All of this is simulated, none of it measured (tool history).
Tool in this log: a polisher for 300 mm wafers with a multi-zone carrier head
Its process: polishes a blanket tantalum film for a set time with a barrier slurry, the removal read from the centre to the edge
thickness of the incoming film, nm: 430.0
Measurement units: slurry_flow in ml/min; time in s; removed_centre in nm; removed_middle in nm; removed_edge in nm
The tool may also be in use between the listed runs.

run,hour,slurry_flow,centre_zone,middle_zone,edge_zone,slurry_solids,time,removed_centre,removed_middle,removed_edge
1,0,210,1,1,1,1,66,122.79,123.46,124.82
2,2.8,210,1,0.97,1,1,66,123.9,122.29,122.47
3,7.8,195,1,0.92,1,0.95,66,120.78,115.61,124.58
4,10.9,200,1.02,0.91,0.96,0.85,66,121.56,110.51,118.6
5,14.7,190,1.02,0.91,0.92,0.8,66,120.5,110.31,114.31
6,16.3,190,1.02,0.91,0.96,0.8,66,120.65,109.15,115.91
7,21.5,185,1.02,0.9,0.94,0.75,66,117.56,106.78,113.9

Estimate the outcome of run 8 from the log above:
8,25.1,180,1.03,0.9,0.92,0.7,66,?,?,?

Run 8 measured removed_centre 116.13 nm, removed_middle 106.17 nm, removed_edge 111.28 nm.
